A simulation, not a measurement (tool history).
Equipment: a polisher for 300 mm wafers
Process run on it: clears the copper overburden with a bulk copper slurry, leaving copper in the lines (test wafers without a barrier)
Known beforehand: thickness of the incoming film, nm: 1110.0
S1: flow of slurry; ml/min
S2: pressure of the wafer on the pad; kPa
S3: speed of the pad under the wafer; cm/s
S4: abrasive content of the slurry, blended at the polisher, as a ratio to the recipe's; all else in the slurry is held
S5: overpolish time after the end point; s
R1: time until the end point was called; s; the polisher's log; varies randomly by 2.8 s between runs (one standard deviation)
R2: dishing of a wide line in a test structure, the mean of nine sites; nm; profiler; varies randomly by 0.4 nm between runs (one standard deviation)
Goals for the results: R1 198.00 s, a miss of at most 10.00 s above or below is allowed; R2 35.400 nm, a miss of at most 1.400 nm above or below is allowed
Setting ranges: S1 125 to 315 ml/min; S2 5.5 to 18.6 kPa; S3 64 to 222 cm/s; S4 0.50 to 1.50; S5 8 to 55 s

run  hour   S1    S2   S3    S4  S5      R1      R2
  1   0.0  205  11.7  142  1.00  28  172.92  75.813
  2   4.3  210  10.3  152  1.00  23  175.74  64.631
  3   8.5  210  10.3  152  1.10  23  176.04  64.761
  4  10.1  210  11.7  152  1.10  23  156.82  71.714
  5  19.0  240  10.3  158  1.05  19  168.88  61.255
  6  20.3  260   9.0  166  1.00  16  183.24  50.990
  7  23.4  270   8.3  174  0.95  14  190.28  44.471
  8  29.5  270   8.3  178  0.90  13  186.20  43.105
     33.9  -- slurry blender recalibrated
  9  33.9  265   6.9  196  0.65   8  199.96  27.567
 10  37.7  265   6.9  190  0.70   8  198.20  27.209
 11  44.6  270   6.9  186  0.75   8  198.13  27.800
 12  53.2  270   6.9  182  0.80   9  201.38  30.241
 13  59.2  275   6.9  180  0.80   9  208.36  29.799
 14  65.5  280   6.9  178  0.80   9  205.96  29.519
 15  68.1  280   6.9  176  0.85   9  206.11  29.768
 16  76.1  285   7.6  170  0.90  19  191.60  53.103
 17  81.9  235   5.5  210  0.65  16  236.25  41.024
 18  83.8  250   5.5  206  0.65  16  228.66  40.798
 19  89.2  260   6.2  200  0.65  16  216.94  42.503
 20  94.9  245   5.5  222  0.65   8  210.95  25.185
 21  95.9  255   6.2  210  0.65   9  204.26  29.569

5 candidate next runs follow, results not yet known. Just one meets every target within its allowed miss. Identify it.
  A  96.9  250  5.5  218  0.85  14   ?   ?
  B  96.9  265  6.9  198  0.60   8   ?   ?
  C  96.9  265  6.2  218  0.65  13   ?   ?
  D  96.9  235  6.2  216  0.75  11   ?   ?
  E  96.9  175  8.3  154  0.65   8   ?   ?

move      R1      R2
   A  201.66  39.251
   B  198.21  26.924
   C  194.47  38.922
   D  191.55  34.951
   E  219.59  25.104
A: carries the result that was furthest off beyond its target, to the other side
B: moves away from the targets compared with the last run
C: carries the result that was furthest off beyond its target, to the other side
D: in spec on every target
E: moves away from the targets compared with the last run
Correct choice: D, which meets every target

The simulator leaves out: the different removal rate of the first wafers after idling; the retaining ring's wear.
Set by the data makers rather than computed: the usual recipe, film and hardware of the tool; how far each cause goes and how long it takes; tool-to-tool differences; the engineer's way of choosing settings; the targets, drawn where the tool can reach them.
